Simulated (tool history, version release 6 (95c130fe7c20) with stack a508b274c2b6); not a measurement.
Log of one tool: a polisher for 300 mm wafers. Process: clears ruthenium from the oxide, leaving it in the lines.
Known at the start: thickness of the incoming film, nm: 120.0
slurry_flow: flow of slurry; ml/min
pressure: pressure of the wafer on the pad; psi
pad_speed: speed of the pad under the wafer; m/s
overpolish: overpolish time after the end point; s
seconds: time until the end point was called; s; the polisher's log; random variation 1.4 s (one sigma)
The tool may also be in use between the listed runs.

| run | day | slurry_flow | pressure | pad_speed | overpolish | seconds |
|---|---|---|---|---|---|---|
| 1 | 0.000 | 190 | 2.1 | 0.80 | 11 | 127.750 |
| 2 | 0.125 | 190 | 2.3 | 0.82 | 11 | 112.790 |
| 3 | 0.171 | 190 | 2.7 | 0.82 | 11 | 94.101 |
| 4 | 0.446 | 190 | 2.3 | 0.82 | 11 | 107.690 |
| 5 | 0.812 | 190 | 2.1 | 0.82 | 11 | 119.860 |
| 6 | 0.954 | 190 | 2.3 | 0.84 | 11 | 107.500 |
| 7 | 1.029 | 190 | 2.4 | 0.84 | 11 | 103.720 |
| 8 | 1.338 | 190 | 2.5 | 0.84 | 11 | 98.927 |

The next listed run, before its measurement:
| 9 | 1.688 | 190 | 2.6 | 0.84 | 11 | ? |

{"run 9": {"seconds": 94.122}}
